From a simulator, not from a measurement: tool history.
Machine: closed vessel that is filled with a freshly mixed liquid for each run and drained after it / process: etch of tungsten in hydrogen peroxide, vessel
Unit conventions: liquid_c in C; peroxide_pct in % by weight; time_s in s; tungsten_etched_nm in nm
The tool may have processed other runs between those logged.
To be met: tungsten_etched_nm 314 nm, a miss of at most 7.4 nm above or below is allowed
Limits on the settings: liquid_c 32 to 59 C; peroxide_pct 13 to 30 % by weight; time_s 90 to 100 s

Run 1, hour 0: liquid_c 43 C, peroxide_pct 26 % by weight, time_s 90 s. Result: tungsten_etched_nm 216.17 nm.
Run 2, hour 3.3: liquid_c 43 C, peroxide_pct 29.5 % by weight, time_s 90 s. Result: tungsten_etched_nm 228.85 nm.
Run 3, hour 9.9: liquid_c 43 C, peroxide_pct 30 % by weight, time_s 90 s. Result: tungsten_etched_nm 232.3 nm.
Run 4, hour 10.8: liquid_c 44 C, peroxide_pct 30 % by weight, time_s 90 s. Result: tungsten_etched_nm 245.66 nm.
Run 5, hour 14: liquid_c 44.5 C, peroxide_pct 30 % by weight, time_s 90 s. Result: tungsten_etched_nm 253.43 nm.
Run 6, hour 17.3: liquid_c 44.5 C, peroxide_pct 30 % by weight, time_s 90 s. Result: tungsten_etched_nm 251.97 nm.
Run 7, hour 19.6: liquid_c 45 C, peroxide_pct 30 % by weight, time_s 90 s. Result: tungsten_etched_nm 262.82 nm.
Run 8, hour 21.4: liquid_c 45.5 C, peroxide_pct 30 % by weight, time_s 90 s. Result: tungsten_etched_nm 274.22 nm.
Run 9, hour 25.5: liquid_c 46 C, peroxide_pct 30 % by weight, time_s 90 s. Result: tungsten_etched_nm 280.82 nm.
Run 10, hour 29.9: liquid_c 46.5 C, peroxide_pct 30 % by weight, time_s 90 s. Result: tungsten_etched_nm 292.25 nm.
Run 11, hour 35.3: liquid_c 47 C, peroxide_pct 30 % by weight, time_s 90 s. Result: tungsten_etched_nm 299.2 nm.

Below are 4 possible settings for the next run. Only one of them brings all results inside the allowed miss of their targets. Which is it?
Run A, hour 40.7: liquid_c 47 C, peroxide_pct 30 % by weight, time_s 100 s. Result: tungsten_etched_nm ?.
Run B, hour 40.7: liquid_c 49.5 C, peroxide_pct 27.5 % by weight, time_s 90 s. Result: tungsten_etched_nm ?.
Run C, hour 40.7: liquid_c 46 C, peroxide_pct 30 % by weight, time_s 100 s. Result: tungsten_etched_nm ?.
Run D, hour 40.7: liquid_c 46.5 C, peroxide_pct 30 % by weight, time_s 90 s. Result: tungsten_etched_nm ?.

move  tungsten_etched_nm
   A              334.33
   B              336.21
   C              314.09
   D              291.66
A: moves the result that the last run missed by most past its target, out the other side
B: moves the result that the last run missed by most past its target, out the other side
C: every result within its allowed miss
D: the biggest miss grows against the last run
Move C is the one to make.
